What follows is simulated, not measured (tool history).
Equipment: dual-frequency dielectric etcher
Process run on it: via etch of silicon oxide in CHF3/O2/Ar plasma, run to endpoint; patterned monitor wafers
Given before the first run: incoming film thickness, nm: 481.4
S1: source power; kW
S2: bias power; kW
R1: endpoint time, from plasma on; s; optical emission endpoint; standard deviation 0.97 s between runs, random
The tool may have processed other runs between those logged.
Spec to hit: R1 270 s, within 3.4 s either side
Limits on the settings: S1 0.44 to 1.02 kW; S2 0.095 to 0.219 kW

Run 1, hour 0: S1 0.73 kW, S2 0.157 kW. Result: R1 246.22 s.
Run 2, hour 7.1: S1 0.68 kW, S2 0.156 kW. Result: R1 255.45 s.
Run 3, hour 13.5: S1 0.76 kW, S2 0.156 kW. Result: R1 243.46 s.
Run 4, hour 15.8: S1 0.71 kW, S2 0.155 kW. Result: R1 250.21 s.
Run 5, hour 16.6: S1 0.71 kW, S2 0.182 kW. Result: R1 237.83 s.
Run 6, hour 22.1: S1 0.71 kW, S2 0.193 kW. Result: R1 231.12 s.
Run 7, hour 29.1: S1 0.57 kW, S2 0.182 kW. Result: R1 261.12 s.
At hour 35.8: source power generator calibrated.
Run 8, hour 35.8: S1 0.56 kW, S2 0.182 kW. Result: R1 266.8 s.

Exercise: of the 5 proposed moves below, exactly one satisfies all targets within the stated allowed misses. Which move is it?
Run A, hour 42.5: S1 0.55 kW, S2 0.19 kW. Result: R1 ?.
Run B, hour 42.5: S1 0.5 kW, S2 0.201 kW. Result: R1 ?.
Run C, hour 42.5: S1 0.6 kW, S2 0.174 kW. Result: R1 ?.
Run D, hour 42.5: S1 0.55 kW, S2 0.2 kW. Result: R1 ?.
Run E, hour 42.5: S1 0.52 kW, S2 0.179 kW. Result: R1 ?.

move      R1
   A  264.36
   B  270.07
   C  262.57
   D  259.59
   E  276.66
A: further off than the last run
B: all results land within tolerance of their targets
C: further off than the last run
D: further off than the last run
E: the result that was furthest off in the last run now lies on the other side of its target
The move that meets every target is B.
